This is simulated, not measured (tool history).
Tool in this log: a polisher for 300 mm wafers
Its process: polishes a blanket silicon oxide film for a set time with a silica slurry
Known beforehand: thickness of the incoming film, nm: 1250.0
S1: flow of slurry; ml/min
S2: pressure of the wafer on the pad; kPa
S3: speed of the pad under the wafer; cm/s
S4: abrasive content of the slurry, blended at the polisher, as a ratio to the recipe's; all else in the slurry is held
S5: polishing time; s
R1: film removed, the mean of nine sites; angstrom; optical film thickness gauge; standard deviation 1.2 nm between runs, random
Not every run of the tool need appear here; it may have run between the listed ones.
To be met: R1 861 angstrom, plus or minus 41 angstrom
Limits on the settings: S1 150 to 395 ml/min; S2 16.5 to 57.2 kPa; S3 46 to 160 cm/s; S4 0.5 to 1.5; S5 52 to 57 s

{"run": 1, "hour": 0.0, "S1": 250, "S2": 36.5, "S3": 102, "S4": 1, "S5": 57, "R1": 2729.4}
{"run": 2, "hour": 5.1, "S1": 250, "S2": 34.5, "S3": 96, "S4": 0.95, "S5": 56, "R1": 2366.6}
{"run": 3, "hour": 12.8, "S1": 250, "S2": 32.4, "S3": 90, "S4": 0.95, "S5": 56, "R1": 2105.2}
{"run": 4, "hour": 19.1, "S1": 250, "S2": 31, "S3": 86, "S4": 0.95, "S5": 56, "R1": 1909.5}
{"run": 5, "hour": 24.1, "S1": 250, "S2": 29.6, "S3": 82, "S4": 0.95, "S5": 56, "R1": 1746.1}
{"run": 6, "hour": 25.8, "S1": 250, "S2": 28.3, "S3": 80, "S4": 0.95, "S5": 56, "R1": 1658.5}
{"run": 7, "hour": 26.6, "S1": 250, "S2": 28.3, "S3": 80, "S4": 0.95, "S5": 56, "R1": 1675.4}
{"run": 8, "hour": 31.8, "S1": 250, "S2": 26.9, "S3": 76, "S4": 0.95, "S5": 56, "R1": 1565.1}
{"run": 9, "hour": 40.8, "S1": 250, "S2": 25.5, "S3": 72, "S4": 0.95, "S5": 56, "R1": 1423.4}
{"hour": 46.3, "done": "head pressure recalibrated"}
{"run": 10, "hour": 46.3, "S1": 250, "S2": 16.5, "S3": 46, "S4": 0.9, "S5": 56, "R1": 605.24}
{"run": 11, "hour": 49.5, "S1": 250, "S2": 25.5, "S3": 46, "S4": 0.9, "S5": 56, "R1": 925.78}

4 next moves are on the table. One of them brings every result within its allowed miss. Which?
{"run": "A", "hour": 52.7, "S1": 210, "S2": 32.4, "S3": 48, "S4": 0.8, "S5": 53, "R1": "?"}
{"run": "B", "hour": 52.7, "S1": 260, "S2": 25.5, "S3": 46, "S4": 0.95, "S5": 52, "R1": "?"}
{"run": "C", "hour": 52.7, "S1": 255, "S2": 22.8, "S3": 56, "S4": 0.85, "S5": 57, "R1": "?"}
{"run": "D", "hour": 52.7, "S1": 235, "S2": 24.8, "S3": 46, "S4": 1.1, "S5": 53, "R1": "?"}

move=A R1=968.5
move=B R1=860.95
move=C R1=910.46
move=D R1=928.66
A: moves away from the targets compared with the last run
B: meets every target
C: an improvement on the last run, though not all results are within tolerance
D: about the same distance from the targets as the last run
Move B is the one to make.
